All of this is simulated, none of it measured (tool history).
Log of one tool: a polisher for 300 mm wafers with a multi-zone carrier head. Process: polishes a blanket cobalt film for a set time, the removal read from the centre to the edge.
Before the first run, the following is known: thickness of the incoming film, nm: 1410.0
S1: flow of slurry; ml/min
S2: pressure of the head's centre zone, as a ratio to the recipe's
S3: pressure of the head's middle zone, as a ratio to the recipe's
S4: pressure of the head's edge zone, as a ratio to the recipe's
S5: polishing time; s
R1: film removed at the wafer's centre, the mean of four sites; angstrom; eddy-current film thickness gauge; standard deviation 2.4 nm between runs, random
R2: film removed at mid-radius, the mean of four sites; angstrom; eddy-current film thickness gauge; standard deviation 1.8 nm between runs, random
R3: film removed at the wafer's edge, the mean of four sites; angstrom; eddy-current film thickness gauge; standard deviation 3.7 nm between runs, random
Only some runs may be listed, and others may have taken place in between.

{"run": 1, "hour": 0.0, "S1": 295, "S2": 1.0, "S3": 1.0, "S4": 1.0, "S5": 79, "R1": 2584.2, "R2": 2554.3, "R3": 2491.2}
{"run": 2, "hour": 5.2, "S1": 230, "S2": 1.0, "S3": 1.0, "S4": 1.0, "S5": 79, "R1": 2485.1, "R2": 2509.3, "R3": 2474.3}
{"run": 3, "hour": 6.8, "S1": 245, "S2": 1.02, "S3": 1.02, "S4": 1.03, "S5": 80, "R1": 2564.7, "R2": 2609.0, "R3": 2513.8}
{"run": 4, "hour": 8.3, "S1": 245, "S2": 1.02, "S3": 0.99, "S4": 1.03, "S5": 80, "R1": 2620.2, "R2": 2538.5, "R3": 2503.3}
{"run": 5, "hour": 14.1, "S1": 245, "S2": 1.08, "S3": 0.99, "S4": 1.03, "S5": 80, "R1": 2702.3, "R2": 2555.3, "R3": 2560.9}
{"run": 6, "hour": 15.0, "S1": 185, "S2": 1.08, "S3": 0.99, "S4": 1.03, "S5": 80, "R1": 2702.3, "R2": 2471.3, "R3": 2438.9}

Run 7, settings as shown, results not yet in. Your forecast:
{"run": 7, "hour": 17.8, "S1": 215, "S2": 1.09, "S3": 1.01, "S4": 1.05, "S5": 81, "R1": "?", "R2": "?", "R3": "?"}

R1: 2773.6 angstrom
R2: 2585.7 angstrom
R3: 2534.3 angstrom
